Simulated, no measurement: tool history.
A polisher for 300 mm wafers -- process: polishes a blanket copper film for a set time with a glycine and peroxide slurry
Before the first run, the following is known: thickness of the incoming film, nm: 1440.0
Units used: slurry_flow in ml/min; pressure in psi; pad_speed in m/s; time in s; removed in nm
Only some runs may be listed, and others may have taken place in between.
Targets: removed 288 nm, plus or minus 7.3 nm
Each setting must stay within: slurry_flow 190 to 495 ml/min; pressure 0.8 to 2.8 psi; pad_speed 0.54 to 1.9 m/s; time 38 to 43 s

Run 1, hour 0: slurry_flow 320 ml/min, pressure 1.8 psi, pad_speed 1.22 m/s, time 43 s. Result: removed 177.84 nm.
Run 2, hour 7.3: slurry_flow 395 ml/min, pressure 1.8 psi, pad_speed 1.22 m/s, time 43 s. Result: removed 184.07 nm.
Run 3, hour 12.8: slurry_flow 450 ml/min, pressure 1.8 psi, pad_speed 1.22 m/s, time 43 s. Result: removed 183.58 nm.
Run 4, hour 19.2: slurry_flow 450 ml/min, pressure 1.5 psi, pad_speed 1.22 m/s, time 43 s. Result: removed 160.6 nm.
Run 5, hour 22.3: slurry_flow 450 ml/min, pressure 1.7 psi, pad_speed 1.22 m/s, time 43 s. Result: removed 172.82 nm.
Run 6, hour 24.7: slurry_flow 450 ml/min, pressure 1.8 psi, pad_speed 1.22 m/s, time 43 s. Result: removed 182.75 nm.
Run 7, hour 28.3: slurry_flow 450 ml/min, pressure 1.9 psi, pad_speed 1.22 m/s, time 43 s. Result: removed 193.26 nm.
Run 8, hour 35.3: slurry_flow 450 ml/min, pressure 2 psi, pad_speed 1.22 m/s, time 43 s. Result: removed 198.89 nm.
Run 9, hour 38.8: slurry_flow 450 ml/min, pressure 2.1 psi, pad_speed 1.22 m/s, time 43 s. Result: removed 207.33 nm.
Run 10, hour 45.3: slurry_flow 455 ml/min, pressure 2.6 psi, pad_speed 1.28 m/s, time 43 s. Result: removed 260.82 nm.
Run 11, hour 51.7: slurry_flow 455 ml/min, pressure 2.7 psi, pad_speed 1.3 m/s, time 43 s. Result: removed 273.32 nm.

Below are 4 possible settings for the next run. Only one of them brings all results inside the allowed miss of their targets. Which is it?
Run A, hour 58.1: slurry_flow 410 ml/min, pressure 2.8 psi, pad_speed 1.34 m/s, time 38 s. Result: removed ?.
Run B, hour 58.1: slurry_flow 425 ml/min, pressure 2.7 psi, pad_speed 1.24 m/s, time 43 s. Result: removed ?.
Run C, hour 58.1: slurry_flow 460 ml/min, pressure 2.8 psi, pad_speed 1.34 m/s, time 43 s. Result: removed ?.
Run D, hour 58.1: slurry_flow 440 ml/min, pressure 2.6 psi, pad_speed 1.42 m/s, time 41 s. Result: removed ?.

move  removed
   A   249.94
   B   257.14
   C    284.9
   D   267.17
A: moves away from the targets compared with the last run
B: moves away from the targets compared with the last run
C: meets every target
D: moves away from the targets compared with the last run
Go with C: it meets all targets.
